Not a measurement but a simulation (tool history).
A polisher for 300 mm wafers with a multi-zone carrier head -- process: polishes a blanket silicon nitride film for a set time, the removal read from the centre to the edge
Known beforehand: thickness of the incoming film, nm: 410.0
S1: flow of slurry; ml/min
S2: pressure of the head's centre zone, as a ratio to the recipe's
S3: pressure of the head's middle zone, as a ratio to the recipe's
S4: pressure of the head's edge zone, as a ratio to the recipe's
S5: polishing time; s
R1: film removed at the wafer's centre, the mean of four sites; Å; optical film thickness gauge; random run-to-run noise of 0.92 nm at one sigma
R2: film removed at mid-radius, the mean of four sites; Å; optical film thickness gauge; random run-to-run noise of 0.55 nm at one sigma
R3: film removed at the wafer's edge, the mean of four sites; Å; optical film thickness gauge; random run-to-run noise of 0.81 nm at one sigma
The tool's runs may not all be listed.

Run 1, day 0: S1 165 ml/min, S2 1, S3 1, S4 1, S5 57 s. Result: R1 1149.4 Å, R2 1100.5 Å, R3 1151.8 Å.
Run 2, day 0.258: S1 160 ml/min, S2 0.99, S3 0.98, S4 1, S5 54 s. Result: R1 1039.1 Å, R2 1000.4 Å, R3 1103.1 Å.
Run 3, day 0.408: S1 160 ml/min, S2 0.99, S3 0.98, S4 1, S5 42 s. Result: R1 842.24 Å, R2 794.64 Å, R3 853.53 Å.
Run 4, day 0.454: S1 155 ml/min, S2 0.98, S3 0.97, S4 0.99, S5 41 s. Result: R1 790.34 Å, R2 759.77 Å, R3 814.13 Å.
Run 5, day 0.717: S1 155 ml/min, S2 1.04, S3 0.97, S4 0.99, S5 41 s. Result: R1 810.9 Å, R2 758.01 Å, R3 814.85 Å.
Run 6, day 0.958: S1 155 ml/min, S2 1.09, S3 0.97, S4 0.99, S5 41 s. Result: R1 880.56 Å, R2 770.18 Å, R3 840.78 Å.
Run 7, day 1.017: S1 150 ml/min, S2 1.07, S3 0.96, S4 0.99, S5 41 s. Result: R1 845.91 Å, R2 755.89 Å, R3 819.12 Å.
Run 8, day 1.108: S1 145 ml/min, S2 1.05, S3 0.95, S4 1, S5 41 s. Result: R1 833.36 Å, R2 719.86 Å, R3 827.74 Å.
Run 9, day 1.275: S1 140 ml/min, S2 1.03, S3 0.94, S4 1, S5 41 s. Result: R1 798.73 Å, R2 723.55 Å, R3 810.57 Å.
Run 10, day 1.483: S1 135 ml/min, S2 1.02, S3 0.93, S4 1, S5 41 s. Result: R1 817.41 Å, R2 703.6 Å, R3 806.24 Å.
Run 11, day 1.542: S1 135 ml/min, S2 1, S3 0.93, S4 1.01, S5 40 s. Result: R1 752.32 Å, R2 689.17 Å, R3 790.08 Å.
Run 12, day 1.708: S1 130 ml/min, S2 0.99, S3 0.92, S4 1.01, S5 40 s. Result: R1 740.58 Å, R2 684.92 Å, R3 786.1 Å.
Run 13, day 1.996: S1 110 ml/min, S2 0.9, S3 0.82, S4 1.03, S5 35 s. Result: R1 566.1 Å, R2 522.96 Å, R3 666.62 Å.

Forecast run 14:
Run 14, day 2.362: S1 115 ml/min, S2 0.9, S3 0.82, S4 1.03, S5 35 s. Result: R1 ?, R2 ?, R3 ?.

R1: 566.38 Å
R2: 524.6 Å
R3: 680.9 Å

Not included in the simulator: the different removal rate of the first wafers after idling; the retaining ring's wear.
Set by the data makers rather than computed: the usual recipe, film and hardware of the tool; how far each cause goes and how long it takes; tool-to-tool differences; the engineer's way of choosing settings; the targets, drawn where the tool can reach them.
